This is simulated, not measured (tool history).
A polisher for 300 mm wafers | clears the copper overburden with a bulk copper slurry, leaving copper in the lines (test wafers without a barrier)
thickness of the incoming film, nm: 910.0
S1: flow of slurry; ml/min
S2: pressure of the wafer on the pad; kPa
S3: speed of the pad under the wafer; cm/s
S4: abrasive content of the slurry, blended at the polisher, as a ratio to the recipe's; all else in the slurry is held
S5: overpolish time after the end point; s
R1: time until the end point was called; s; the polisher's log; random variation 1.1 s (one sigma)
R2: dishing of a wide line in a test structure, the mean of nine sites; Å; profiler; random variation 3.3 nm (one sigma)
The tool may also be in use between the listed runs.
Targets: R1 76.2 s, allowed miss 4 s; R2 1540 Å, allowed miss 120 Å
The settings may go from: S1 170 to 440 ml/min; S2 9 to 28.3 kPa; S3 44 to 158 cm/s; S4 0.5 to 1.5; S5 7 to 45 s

run 1 hour=0 | S1=280 S2=18.6 S3=100 S4=1 S5=23 | R1=111.17 R2=992.57
run 2 hour=4.1 | S1=280 S2=18.6 S3=100 S4=1 S5=32 | R1=110.04 R2=1186.3
run 3 hour=7.6 | S1=280 S2=18.6 S3=118 S4=1 S5=32 | R1=92.327 R2=1310.3
run 4 hour=9.5 | S1=280 S2=20 S3=118 S4=1 S5=32 | R1=86.456 R2=1374.7
run 5 hour=14.5 | S1=340 S2=20 S3=118 S4=1 S5=32 | R1=84.142 R2=1366.4
run 6 hour=19.8 | S1=340 S2=18.6 S3=118 S4=1 S5=32 | R1=91.495 R2=1327.8
run 7 hour=22.8 | S1=340 S2=19.3 S3=118 S4=1 S5=33 | R1=88.634 R2=1384.5
run 8 hour=28.7 | S1=340 S2=20 S3=118 S4=1 S5=33 | R1=85.998 R2=1425.7
run 9 hour=34.9 | S1=340 S2=20.7 S3=118 S4=1 S5=33 | R1=81.887 R2=1426

4 next moves are on the table. One of them brings every result within its allowed miss. Which?
run A hour=41.1 | S1=435 S2=22.8 S3=118 S4=0.8 S5=35 | R1=? R2=?
run B hour=41.1 | S1=350 S2=20 S3=110 S4=0.95 S5=43 | R1=? R2=?
run C hour=41.1 | S1=390 S2=26.2 S3=98 S4=1 S5=21 | R1=? R2=?
run D hour=41.1 | S1=365 S2=24.1 S3=98 S4=0.9 S5=29 | R1=? R2=?

move=A R1=79.455 R2=1486.5
move=B R1=94.141 R2=1449.2
move=C R1=79.276 R2=1229.9
move=D R1=88.507 R2=1345.5
A: meets every target
B: further off than the last run
C: brings the result that was furthest off to its target, and leaves another outside
D: further off than the last run
Move A is the one to make.

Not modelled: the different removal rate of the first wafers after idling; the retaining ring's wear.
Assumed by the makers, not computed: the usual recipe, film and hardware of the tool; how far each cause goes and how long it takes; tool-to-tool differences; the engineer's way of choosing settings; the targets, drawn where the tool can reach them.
